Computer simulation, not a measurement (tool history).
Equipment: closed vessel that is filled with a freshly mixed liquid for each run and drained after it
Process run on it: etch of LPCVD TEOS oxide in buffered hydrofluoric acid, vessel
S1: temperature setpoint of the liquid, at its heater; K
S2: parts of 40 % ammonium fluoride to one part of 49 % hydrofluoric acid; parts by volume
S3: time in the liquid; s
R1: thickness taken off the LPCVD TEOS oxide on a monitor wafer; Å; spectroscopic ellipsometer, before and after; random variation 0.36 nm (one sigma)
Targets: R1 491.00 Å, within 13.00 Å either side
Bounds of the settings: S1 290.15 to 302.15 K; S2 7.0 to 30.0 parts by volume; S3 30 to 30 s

run    day      S1    S2  S3      R1
  1  0.000  294.15  20.0  30  550.60
  2  0.200  294.15  14.5  30  750.42
  3  0.262  294.15  14.5  30  746.55
  4  0.575  294.15  14.5  30  746.82
  5  0.808  294.15  14.5  30  757.13
  6  1.046  293.65  15.0  30  717.25
  7  1.267  293.15  15.5  30  665.37
  8  1.350  293.15  15.5  30  659.84
  9  1.704  292.65  16.0  30  634.06
 10  1.933  292.15  16.5  30  591.59
 11  2.238  291.65  16.5  30  575.19
 12  2.612  291.15  16.5  30  563.28
 13  2.971  291.15  17.0  30  543.87
 14  3.021  290.65  17.5  30  516.24

Of the 4 settings listed for the next run, only one would bring every result within its allowed miss of target. Which one?
  A  3.071  291.65  17.5  30   ?
  B  3.071  290.15  16.5  30   ?
  C  3.071  291.15  19.0  30   ?
  D  3.071  291.65  18.0  30   ?

move      R1
   A  547.50
   B  532.73
   C  490.65
   D  532.48
A: lands further from the targets than the last run did
B: lands further from the targets than the last run did
C: all results in spec
D: lands further from the targets than the last run did
The move that meets every target is C.
